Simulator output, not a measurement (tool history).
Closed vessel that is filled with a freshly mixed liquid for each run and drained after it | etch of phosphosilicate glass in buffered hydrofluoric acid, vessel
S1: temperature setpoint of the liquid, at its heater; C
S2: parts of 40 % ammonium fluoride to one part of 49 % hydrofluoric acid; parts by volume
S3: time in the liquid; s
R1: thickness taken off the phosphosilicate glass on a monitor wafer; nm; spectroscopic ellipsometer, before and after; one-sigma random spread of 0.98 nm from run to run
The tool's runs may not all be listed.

run 1 hour=0.0 | S1=21.0 S2=11.5 S3=90 | R1=213.71
run 2 hour=8.1 | S1=19.5 S2=11.5 S3=90 | R1=196.47
run 3 hour=11.8 | S1=19.5 S2=10.0 S3=90 | R1=222.92
run 4 hour=12.6 | S1=19.5 S2=10.0 S3=90 | R1=226.43
-- hour=20.4 hydrofluoric acid flow meter replaced
run 5 hour=20.4 | S1=19.5 S2=10.0 S3=90 | R1=251.30
run 6 hour=24.1 | S1=18.5 S2=10.5 S3=90 | R1=226.69
run 7 hour=29.0 | S1=18.5 S2=11.5 S3=90 | R1=208.27

Expected results for the next run?
run 8 hour=37.8 | S1=17.0 S2=13.5 S3=90 | R1=?

R1: 164.18 nm

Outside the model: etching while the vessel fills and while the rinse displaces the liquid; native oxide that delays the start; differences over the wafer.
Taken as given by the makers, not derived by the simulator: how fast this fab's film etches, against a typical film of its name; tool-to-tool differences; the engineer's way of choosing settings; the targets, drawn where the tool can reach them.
